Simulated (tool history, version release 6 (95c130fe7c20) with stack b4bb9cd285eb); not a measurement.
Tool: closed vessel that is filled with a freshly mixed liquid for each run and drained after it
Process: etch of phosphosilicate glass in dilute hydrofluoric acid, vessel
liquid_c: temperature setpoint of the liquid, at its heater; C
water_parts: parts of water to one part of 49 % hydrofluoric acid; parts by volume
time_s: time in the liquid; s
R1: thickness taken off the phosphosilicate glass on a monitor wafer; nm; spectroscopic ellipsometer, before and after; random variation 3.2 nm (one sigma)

run 1 hour=0.0 | liquid_c=23.0 water_parts=45 time_s=105 | R1=261.79
run 2 hour=9.3 | liquid_c=19.5 water_parts=45 time_s=105 | R1=228.41
run 3 hour=12.7 | liquid_c=19.5 water_parts=45 time_s=110 | R1=235.07
run 4 hour=18.7 | liquid_c=21.5 water_parts=45 time_s=110 | R1=259.85
run 5 hour=23.4 | liquid_c=24.5 water_parts=45 time_s=110 | R1=297.02
run 6 hour=25.8 | liquid_c=26.5 water_parts=45 time_s=110 | R1=317.37
run 7 hour=32.4 | liquid_c=28.0 water_parts=45 time_s=110 | R1=340.00
run 8 hour=33.6 | liquid_c=29.0 water_parts=45 time_s=110 | R1=353.51
run 9 hour=42.2 | liquid_c=29.5 water_parts=45 time_s=110 | R1=360.86
run 10 hour=45.2 | liquid_c=30.0 water_parts=45 time_s=110 | R1=364.47

Forecast run 11:
-- hour=51.0 thermometer replaced
run 11 hour=51.0 | liquid_c=30.5 water_parts=45 time_s=110 | R1=?

R1: 395.55 nm
